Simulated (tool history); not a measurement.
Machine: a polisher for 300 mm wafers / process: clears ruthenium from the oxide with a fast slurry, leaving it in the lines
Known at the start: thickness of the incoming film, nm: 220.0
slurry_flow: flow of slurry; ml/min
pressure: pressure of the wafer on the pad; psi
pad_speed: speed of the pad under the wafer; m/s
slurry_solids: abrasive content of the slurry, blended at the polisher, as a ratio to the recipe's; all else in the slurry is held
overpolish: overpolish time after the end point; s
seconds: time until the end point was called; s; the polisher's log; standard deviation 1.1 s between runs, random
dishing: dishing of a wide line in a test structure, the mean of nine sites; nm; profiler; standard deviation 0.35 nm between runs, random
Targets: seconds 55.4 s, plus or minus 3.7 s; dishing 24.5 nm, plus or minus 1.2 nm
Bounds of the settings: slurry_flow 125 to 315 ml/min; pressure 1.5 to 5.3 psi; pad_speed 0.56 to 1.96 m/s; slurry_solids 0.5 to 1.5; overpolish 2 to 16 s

| run | hour | slurry_flow | pressure | pad_speed | slurry_solids | overpolish | seconds | dishing |
|---|---|---|---|---|---|---|---|---|
| 1 | 0 | 205 | 3.4 | 1.26 | 1 | 8 | 36.233 | 33.478 |
| 2 | 1.2 | 205 | 3.4 | 1.26 | 1 | 9 | 37.607 | 38.33 |
| 3 | 8.6 | 205 | 3.2 | 1.26 | 1 | 9 | 38.8 | 37.107 |
| 4 | 11.3 | 205 | 3 | 1.26 | 1 | 9 | 40.116 | 36.353 |
| 5 | 16.9 | 205 | 3.8 | 1.26 | 1 | 9 | 33.498 | 40.309 |
| 6 | 17.7 | 205 | 3.6 | 1.24 | 1 | 9 | 35.758 | 38.865 |
| 7 | 19.7 | 205 | 3.4 | 1.22 | 1 | 9 | 37.556 | 36.547 |
| 8 | 26.5 | 205 | 2.4 | 1.18 | 1 | 9 | 48.078 | 31.403 |
| 9 | 29.7 | 205 | 2.4 | 1.18 | 1 | 9 | 48.357 | 30.812 |
| 10 | 37.9 | 205 | 2.3 | 1.18 | 1 | 9 | 48.983 | 30.774 |
| 11 | 39.3 | 205 | 2.3 | 1.18 | 1 | 9 | 49.28 | 30.611 |
| 12 | 45.3 | 205 | 2.2 | 1.18 | 1 | 9 | 51.11 | 29.925 |
| 13 | 49.8 | 205 | 1.9 | 1.16 | 1 | 7 | 53.925 | 22.035 |

5 candidate next runs follow, results not yet known. Just one meets every target within its allowed miss. Identify it.
| A | 54.3 | 190 | 1.9 | 1.4 | 1.1 | 6 | ? | ? |
| B | 54.3 | 200 | 2.1 | 1.16 | 0.9 | 8 | ? | ? |
| C | 54.3 | 180 | 2 | 1.26 | 1.1 | 6 | ? | ? |
| D | 54.3 | 210 | 1.9 | 1.12 | 1 | 7 | ? | ? |
| E | 54.3 | 215 | 2.3 | 1.14 | 1.05 | 5 | ? | ? |

| move | seconds | dishing |
|---|---|---|
| A | 44.802 | 22.859 |
| B | 54.278 | 24.865 |
| C | 48.42 | 21.337 |
| D | 55.866 | 21.549 |
| E | 48.852 | 17.96 |
A: moves away from the targets compared with the last run
B: each result inside its tolerance
C: moves away from the targets compared with the last run
D: moves away from the targets compared with the last run
E: moves away from the targets compared with the last run
Move B is the one to make.

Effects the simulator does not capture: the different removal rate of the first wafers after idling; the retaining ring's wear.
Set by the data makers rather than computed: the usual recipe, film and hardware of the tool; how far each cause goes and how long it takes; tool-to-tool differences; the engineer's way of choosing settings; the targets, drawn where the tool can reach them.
